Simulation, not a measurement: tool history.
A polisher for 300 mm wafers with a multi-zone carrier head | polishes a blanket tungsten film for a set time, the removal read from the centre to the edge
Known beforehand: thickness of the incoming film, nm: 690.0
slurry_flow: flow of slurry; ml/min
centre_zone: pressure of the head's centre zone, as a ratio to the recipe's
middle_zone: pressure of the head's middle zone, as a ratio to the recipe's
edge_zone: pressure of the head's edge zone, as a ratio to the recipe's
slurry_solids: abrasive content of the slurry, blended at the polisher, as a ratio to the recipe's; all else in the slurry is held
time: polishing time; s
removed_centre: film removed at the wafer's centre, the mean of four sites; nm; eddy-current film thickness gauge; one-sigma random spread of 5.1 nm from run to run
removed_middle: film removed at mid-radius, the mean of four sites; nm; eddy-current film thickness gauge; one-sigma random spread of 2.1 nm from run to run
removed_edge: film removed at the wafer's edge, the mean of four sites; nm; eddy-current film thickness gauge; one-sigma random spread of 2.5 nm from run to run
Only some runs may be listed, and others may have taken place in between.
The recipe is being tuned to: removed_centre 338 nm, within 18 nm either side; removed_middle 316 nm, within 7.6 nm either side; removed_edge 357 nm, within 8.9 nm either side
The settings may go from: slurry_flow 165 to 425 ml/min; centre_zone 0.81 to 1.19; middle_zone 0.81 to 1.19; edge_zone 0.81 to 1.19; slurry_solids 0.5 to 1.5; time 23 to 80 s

Run 1, hour 0: slurry_flow 275 ml/min, centre_zone 1, middle_zone 1, edge_zone 1, slurry_solids 1, time 51 s. Result: removed_centre 259.94 nm, removed_middle 258.4 nm, removed_edge 261.55 nm.
Run 2, hour 2.7: slurry_flow 280 ml/min, centre_zone 1.01, middle_zone 1, edge_zone 1.03, slurry_solids 1.1, time 52 s. Result: removed_centre 274.8 nm, removed_middle 268.9 nm, removed_edge 276.02 nm.
Run 3, hour 5.8: slurry_flow 280 ml/min, centre_zone 1.01, middle_zone 1, edge_zone 1.07, slurry_solids 1.1, time 52 s. Result: removed_centre 282.65 nm, removed_middle 268.43 nm, removed_edge 280.61 nm.
Run 4, hour 8.3: slurry_flow 280 ml/min, centre_zone 1.01, middle_zone 1.05, edge_zone 1.07, slurry_solids 1.1, time 52 s. Result: removed_centre 274 nm, removed_middle 279.34 nm, removed_edge 279.53 nm.
Run 5, hour 16.2: slurry_flow 280 ml/min, centre_zone 1.05, middle_zone 1.05, edge_zone 1.07, slurry_solids 1.1, time 52 s. Result: removed_centre 285.35 nm, removed_middle 278.46 nm, removed_edge 278.77 nm.
Run 6, hour 17: slurry_flow 280 ml/min, centre_zone 1.05, middle_zone 1.02, edge_zone 1.07, slurry_solids 1.1, time 52 s. Result: removed_centre 293.43 nm, removed_middle 271.21 nm, removed_edge 277.7 nm.
Run 7, hour 25.7: slurry_flow 290 ml/min, centre_zone 0.97, middle_zone 0.97, edge_zone 1.17, slurry_solids 1.35, time 58 s. Result: removed_centre 307.17 nm, removed_middle 305.52 nm, removed_edge 338.14 nm.
Run 8, hour 26.7: slurry_flow 295 ml/min, centre_zone 0.98, middle_zone 0.97, edge_zone 1.17, slurry_solids 1.4, time 58 s. Result: removed_centre 317.51 nm, removed_middle 304.74 nm, removed_edge 340.4 nm.
Run 9, hour 30.6: slurry_flow 300 ml/min, centre_zone 0.98, middle_zone 0.97, edge_zone 1.17, slurry_solids 1.4, time 58 s. Result: removed_centre 319.09 nm, removed_middle 309.19 nm, removed_edge 346.26 nm.

Exercise: of the 4 proposed moves below, exactly one satisfies all targets within the stated allowed misses. Which move is it?
Run A, hour 34.5: slurry_flow 240 ml/min, centre_zone 0.97, middle_zone 0.9, edge_zone 1.17, slurry_solids 1.5, time 61 s. Result: removed_centre ?, removed_middle ?, removed_edge ?.
Run B, hour 34.5: slurry_flow 305 ml/min, centre_zone 1.1, middle_zone 0.99, edge_zone 1.15, slurry_solids 1.3, time 58 s. Result: removed_centre ?, removed_middle ?, removed_edge ?.
Run C, hour 34.5: slurry_flow 310 ml/min, centre_zone 1.06, middle_zone 0.94, edge_zone 1.17, slurry_solids 1.4, time 57 s. Result: removed_centre ?, removed_middle ?, removed_edge ?.
Run D, hour 34.5: slurry_flow 270 ml/min, centre_zone 0.99, middle_zone 0.95, edge_zone 1.14, slurry_solids 1.45, time 61 s. Result: removed_centre ?, removed_middle ?, removed_edge ?.

move  removed_centre  removed_middle  removed_edge
   A           322.2          302.31        357.47
   B          348.53          310.71        334.15
   C          335.32           297.2        336.54
   D          331.98          318.59        354.35
A: the worst result of the last run now meets its target, but another is out of spec
B: moves away from the targets compared with the last run
C: moves away from the targets compared with the last run
D: every result lands within tolerance
Answer: D
